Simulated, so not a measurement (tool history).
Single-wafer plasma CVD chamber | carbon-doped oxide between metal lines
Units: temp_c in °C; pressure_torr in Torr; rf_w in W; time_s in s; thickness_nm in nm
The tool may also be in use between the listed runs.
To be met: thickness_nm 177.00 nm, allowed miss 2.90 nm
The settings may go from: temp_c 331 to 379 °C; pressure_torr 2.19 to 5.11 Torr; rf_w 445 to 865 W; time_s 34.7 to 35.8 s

run	hour	temp_c	pressure_torr	rf_w	time_s	thickness_nm
1	0.0	355	3.65	655	34.7	202.83
2	5.4	358	3.45	635	34.7	195.69
3	10.1	361	3.27	625	34.7	195.54
4	15.2	361	3.26	600	34.7	192.88
5	20.6	361	3.26	570	34.7	187.32
6	22.9	362	3.24	555	34.7	184.70
7	30.6	363	3.23	545	34.7	182.69
8	36.2	364	3.22	535	34.7	181.54

5 next moves are on the table. One of them brings every result within its allowed miss. Which?
A	41.8	368	3.14	525	34.7	?
B	41.8	355	3.30	485	35.3	?
C	41.8	367	3.06	540	35.5	?
D	41.8	354	3.11	505	35.4	?
E	41.8	367	2.99	535	35.8	?

move	thickness_nm
A	179.33
B	182.73
C	185.49
D	185.79
E	186.04
A: meets every target
B: further off than the last run
C: further off than the last run
D: further off than the last run
E: further off than the last run
The right move is A.
